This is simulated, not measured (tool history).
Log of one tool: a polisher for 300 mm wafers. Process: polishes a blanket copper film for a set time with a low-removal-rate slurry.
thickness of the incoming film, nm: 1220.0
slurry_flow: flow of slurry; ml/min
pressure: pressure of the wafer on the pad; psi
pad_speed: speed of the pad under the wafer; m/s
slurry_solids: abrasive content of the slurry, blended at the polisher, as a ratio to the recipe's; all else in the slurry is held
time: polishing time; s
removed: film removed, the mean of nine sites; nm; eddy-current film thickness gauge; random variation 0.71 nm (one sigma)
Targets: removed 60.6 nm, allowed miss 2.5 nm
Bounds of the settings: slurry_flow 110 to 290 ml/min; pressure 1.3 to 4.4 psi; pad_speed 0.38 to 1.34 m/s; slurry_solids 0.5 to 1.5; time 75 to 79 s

Run 1, hour 0: slurry_flow 185 ml/min, pressure 2.8 psi, pad_speed 0.86 m/s, slurry_solids 1, time 75 s. Result: removed 174.98 nm.
Run 2, hour 1.2: slurry_flow 185 ml/min, pressure 2.5 psi, pad_speed 0.78 m/s, slurry_solids 1, time 75 s. Result: removed 140.74 nm.
Run 3, hour 6.3: slurry_flow 185 ml/min, pressure 2.5 psi, pad_speed 0.78 m/s, slurry_solids 0.85, time 75 s. Result: removed 135.23 nm.
Run 4, hour 9.6: slurry_flow 185 ml/min, pressure 2.3 psi, pad_speed 0.74 m/s, slurry_solids 0.85, time 75 s. Result: removed 119.82 nm.
Run 5, hour 11.9: slurry_flow 185 ml/min, pressure 2.3 psi, pad_speed 0.74 m/s, slurry_solids 0.85, time 75 s. Result: removed 119.7 nm.
Run 6, hour 16.7: slurry_flow 185 ml/min, pressure 2.7 psi, pad_speed 0.74 m/s, slurry_solids 0.85, time 75 s. Result: removed 141.45 nm.
Run 7, hour 19.2: slurry_flow 185 ml/min, pressure 2.5 psi, pad_speed 0.7 m/s, slurry_solids 0.85, time 75 s. Result: removed 122.96 nm.
Run 8, hour 27.5: slurry_flow 185 ml/min, pressure 2.3 psi, pad_speed 0.66 m/s, slurry_solids 0.85, time 75 s. Result: removed 106.24 nm.
Run 9, hour 31.4: slurry_flow 185 ml/min, pressure 2.1 psi, pad_speed 0.64 m/s, slurry_solids 0.85, time 75 s. Result: removed 94.405 nm.
Run 10, hour 38: slurry_flow 185 ml/min, pressure 2 psi, pad_speed 0.62 m/s, slurry_solids 0.85, time 75 s. Result: removed 88.044 nm.
Run 11, hour 40.5: slurry_flow 185 ml/min, pressure 1.9 psi, pad_speed 0.62 m/s, slurry_solids 0.85, time 75 s. Result: removed 83.843 nm.
Run 12, hour 41.2: slurry_flow 185 ml/min, pressure 1.8 psi, pad_speed 0.62 m/s, slurry_solids 0.85, time 75 s. Result: removed 78.868 nm.
Run 13, hour 49.3: slurry_flow 185 ml/min, pressure 1.7 psi, pad_speed 0.62 m/s, slurry_solids 0.85, time 75 s. Result: removed 74.455 nm.
Run 14, hour 55: slurry_flow 185 ml/min, pressure 1.6 psi, pad_speed 0.62 m/s, slurry_solids 0.85, time 75 s. Result: removed 71.739 nm.
Run 15, hour 63.3: slurry_flow 180 ml/min, pressure 1.3 psi, pad_speed 0.56 m/s, slurry_solids 0.85, time 75 s. Result: removed 54.393 nm.
Run 16, hour 71.8: slurry_flow 185 ml/min, pressure 1.3 psi, pad_speed 0.56 m/s, slurry_solids 0.85, time 75 s. Result: removed 53.208 nm.
Run 17, hour 79.5: slurry_flow 185 ml/min, pressure 1.7 psi, pad_speed 0.56 m/s, slurry_solids 0.85, time 75 s. Result: removed 68.855 nm.
Run 18, hour 82.8: slurry_flow 180 ml/min, pressure 1.7 psi, pad_speed 0.56 m/s, slurry_solids 0.85, time 75 s. Result: removed 70.015 nm.

Which of these 5 next moves meets every target?
Run A, hour 86.1: slurry_flow 175 ml/min, pressure 1.7 psi, pad_speed 0.46 m/s, slurry_solids 1, time 79 s. Result: removed ?.
Run B, hour 86.1: slurry_flow 110 ml/min, pressure 2.2 psi, pad_speed 0.6 m/s, slurry_solids 0.8, time 79 s. Result: removed ?.
Run C, hour 86.1: slurry_flow 210 ml/min, pressure 1.4 psi, pad_speed 0.6 m/s, slurry_solids 0.8, time 79 s. Result: removed ?.
Run D, hour 86.1: slurry_flow 170 ml/min, pressure 1.4 psi, pad_speed 0.64 m/s, slurry_solids 1.25, time 76 s. Result: removed ?.
Run E, hour 86.1: slurry_flow 160 ml/min, pressure 1.9 psi, pad_speed 0.46 m/s, slurry_solids 1, time 77 s. Result: removed ?.

move  removed
   A   60.812
   B   89.548
   C   64.123
   D   69.221
   E   65.093
A: meets every target
B: further off than the last run
C: nearer than the last run, and not there yet
D: nearer than the last run, and not there yet
E: nearer than the last run, and not there yet
The right move is A.
